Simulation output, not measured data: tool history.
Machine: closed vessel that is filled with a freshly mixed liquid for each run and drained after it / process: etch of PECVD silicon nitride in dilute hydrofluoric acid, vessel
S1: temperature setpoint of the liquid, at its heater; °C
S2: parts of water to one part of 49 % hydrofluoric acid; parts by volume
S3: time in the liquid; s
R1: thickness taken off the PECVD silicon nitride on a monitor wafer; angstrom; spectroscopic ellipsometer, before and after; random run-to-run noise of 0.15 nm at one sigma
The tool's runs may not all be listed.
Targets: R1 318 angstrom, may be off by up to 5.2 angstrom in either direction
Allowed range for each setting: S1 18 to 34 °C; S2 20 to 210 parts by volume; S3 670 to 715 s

run,hour,S1,S2,S3,R1
1,0,26,115,670,197.45
2,2.9,26,115,715,208.9
3,9.5,27.5,115,715,229.14
4,11.1,29,115,715,254.9
5,13.6,29,115,715,251.97
6,18.3,30,115,715,268.05
7,19.5,30.5,115,715,278.51
8,24.5,31,115,715,287.71
9,27.6,31.5,115,715,294.44
10,36.2,32,115,715,305.69

Which one of the following 4 next-run settings gets every result inside its allowed miss? There is exactly one.
A,44.8,32.5,115,690,?
B,44.8,34,125,700,?
C,44.8,32,105,680,?
D,44.8,33.5,115,715,?

move,R1
A,301.5
B,307.52
C,316.06
D,331.98
A: lands further from the targets than the last run did
B: better than the last run, though not everything is in spec
C: every result within its allowed miss
D: pushes the last run's worst result past its target
C is the move that brings every result within its allowed miss.

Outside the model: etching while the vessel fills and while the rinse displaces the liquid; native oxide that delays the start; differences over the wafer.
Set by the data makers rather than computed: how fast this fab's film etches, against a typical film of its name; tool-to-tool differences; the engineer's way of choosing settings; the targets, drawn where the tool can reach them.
